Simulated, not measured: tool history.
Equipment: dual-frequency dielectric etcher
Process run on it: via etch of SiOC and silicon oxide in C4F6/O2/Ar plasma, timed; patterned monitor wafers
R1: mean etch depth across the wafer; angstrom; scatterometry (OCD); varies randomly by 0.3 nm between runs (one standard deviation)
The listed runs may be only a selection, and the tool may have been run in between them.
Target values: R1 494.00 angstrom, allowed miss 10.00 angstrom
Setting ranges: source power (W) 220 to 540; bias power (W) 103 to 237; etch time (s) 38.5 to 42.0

{"run": 1, "hour": 0.0, "source power (W)": 380, "bias power (W)": 170, "etch time (s)": 42.0, "R1": 435.31}
{"run": 2, "hour": 6.1, "source power (W)": 410, "bias power (W)": 173, "etch time (s)": 42.0, "R1": 452.09}
{"run": 3, "hour": 14.0, "source power (W)": 410, "bias power (W)": 173, "etch time (s)": 38.5, "R1": 412.03}
{"run": 4, "hour": 22.1, "source power (W)": 440, "bias power (W)": 187, "etch time (s)": 39.0, "R1": 436.74}
{"run": 5, "hour": 23.7, "source power (W)": 440, "bias power (W)": 213, "etch time (s)": 39.0, "R1": 452.24}
{"run": 6, "hour": 25.9, "source power (W)": 460, "bias power (W)": 217, "etch time (s)": 39.0, "R1": 461.08}
{"run": 7, "hour": 31.2, "source power (W)": 480, "bias power (W)": 221, "etch time (s)": 39.0, "R1": 474.31}
{"run": 8, "hour": 37.3, "source power (W)": 490, "bias power (W)": 222, "etch time (s)": 39.0, "R1": 473.49}

Which single option among these 4 for the next run brings every result within its allowed miss of target? Just one does.
{"run": "A", "hour": 43.4, "source power (W)": 490, "bias power (W)": 192, "etch time (s)": 39.0, "R1": "?"}
{"run": "B", "hour": 43.4, "source power (W)": 460, "bias power (W)": 223, "etch time (s)": 41.5, "R1": "?"}
{"run": "C", "hour": 43.4, "source power (W)": 440, "bias power (W)": 180, "etch time (s)": 42.0, "R1": "?"}
{"run": "D", "hour": 43.4, "source power (W)": 470, "bias power (W)": 191, "etch time (s)": 41.5, "R1": "?"}

move=A R1=459.14
move=B R1=498.61
move=C R1=469.18
move=D R1=481.23
A: further off than the last run
B: all results in spec
C: further off than the last run
D: nearer the targets than the last run, but a result is still out of spec
Go with B: it meets all targets.
